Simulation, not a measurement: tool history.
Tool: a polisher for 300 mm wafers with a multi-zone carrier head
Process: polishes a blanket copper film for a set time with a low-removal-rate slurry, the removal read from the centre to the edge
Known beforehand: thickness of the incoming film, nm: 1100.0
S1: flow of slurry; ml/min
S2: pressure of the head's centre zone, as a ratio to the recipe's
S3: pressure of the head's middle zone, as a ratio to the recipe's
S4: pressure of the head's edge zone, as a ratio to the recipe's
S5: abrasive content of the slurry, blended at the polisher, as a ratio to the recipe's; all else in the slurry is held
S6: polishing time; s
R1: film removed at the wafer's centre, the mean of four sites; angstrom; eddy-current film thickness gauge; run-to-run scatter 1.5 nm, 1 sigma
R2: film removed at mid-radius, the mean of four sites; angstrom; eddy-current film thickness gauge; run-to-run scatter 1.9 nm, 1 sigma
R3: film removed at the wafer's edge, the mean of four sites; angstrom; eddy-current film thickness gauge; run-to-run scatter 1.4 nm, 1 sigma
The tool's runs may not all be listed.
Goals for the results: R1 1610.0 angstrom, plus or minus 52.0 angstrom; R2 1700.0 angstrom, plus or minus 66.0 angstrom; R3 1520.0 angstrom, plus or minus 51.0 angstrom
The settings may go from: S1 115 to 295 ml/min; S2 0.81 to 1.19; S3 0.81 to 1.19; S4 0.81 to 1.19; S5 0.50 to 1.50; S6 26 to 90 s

run 1 hour=0.0 | S1=190 S2=1.00 S3=1.00 S4=1.00 S5=1.00 S6=58 | R1=2526.1 R2=2491.0 R3=2525.8
run 2 hour=8.8 | S1=190 S2=0.99 S3=1.01 S4=0.97 S5=0.90 S6=54 | R1=2267.3 R2=2285.3 R3=2280.1
run 3 hour=15.6 | S1=190 S2=0.99 S3=1.03 S4=0.94 S5=0.80 S6=50 | R1=2053.5 R2=2167.6 R3=2002.8
run 4 hour=18.7 | S1=185 S2=0.99 S3=1.02 S4=0.92 S5=0.75 S6=48 | R1=1947.0 R2=2006.6 R3=1863.0
run 5 hour=25.2 | S1=180 S2=0.98 S3=1.01 S4=0.90 S5=0.70 S6=48 | R1=1934.0 R2=1942.6 R3=1848.8
run 6 hour=26.0 | S1=175 S2=0.97 S3=1.02 S4=0.89 S5=0.65 S6=47 | R1=1817.7 R2=1889.4 R3=1793.4
run 7 hour=27.1 | S1=180 S2=1.01 S3=1.06 S4=0.81 S5=0.50 S6=40 | R1=1544.7 R2=1546.3 R3=1376.8
run 8 hour=32.8 | S1=190 S2=1.01 S3=1.06 S4=0.83 S5=0.50 S6=40 | R1=1514.7 R2=1578.3 R3=1398.4
run 9 hour=41.7 | S1=190 S2=1.01 S3=1.06 S4=0.83 S5=0.50 S6=40 | R1=1547.2 R2=1581.5 R3=1369.0
run 10 hour=48.4 | S1=190 S2=1.01 S3=1.06 S4=0.85 S5=0.55 S6=40 | R1=1556.1 R2=1651.5 R3=1415.0
run 11 hour=57.1 | S1=190 S2=1.01 S3=1.05 S4=0.86 S5=0.55 S6=40 | R1=1566.0 R2=1630.0 R3=1451.3
run 12 hour=62.6 | S1=190 S2=1.01 S3=1.05 S4=0.87 S5=0.55 S6=40 | R1=1567.2 R2=1586.4 R3=1455.9

Exercise: of the 4 proposed moves below, exactly one satisfies all targets within the stated allowed misses. Which move is it?
run A hour=68.1 | S1=205 S2=1.02 S3=1.11 S4=0.81 S5=0.65 S6=42 | R1=? R2=? R3=?
run B hour=68.1 | S1=220 S2=0.99 S3=1.06 S4=0.87 S5=0.50 S6=42 | R1=? R2=? R3=?
run C hour=68.1 | S1=170 S2=0.99 S3=1.12 S4=0.85 S5=0.50 S6=44 | R1=? R2=? R3=?
run D hour=68.1 | S1=255 S2=1.07 S3=1.16 S4=0.81 S5=0.90 S6=36 | R1=? R2=? R3=?

move=A R1=1727.0 R2=1848.6 R3=1564.9
move=B R1=1615.5 R2=1710.0 R3=1551.2
move=C R1=1618.9 R2=1804.3 R3=1560.0
move=D R1=1706.3 R2=1804.0 R3=1459.3
A: takes the result that was furthest off past its target
B: every result lands within tolerance
C: takes the result that was furthest off past its target
D: takes the result that was furthest off past its target
Move B is the one to make.

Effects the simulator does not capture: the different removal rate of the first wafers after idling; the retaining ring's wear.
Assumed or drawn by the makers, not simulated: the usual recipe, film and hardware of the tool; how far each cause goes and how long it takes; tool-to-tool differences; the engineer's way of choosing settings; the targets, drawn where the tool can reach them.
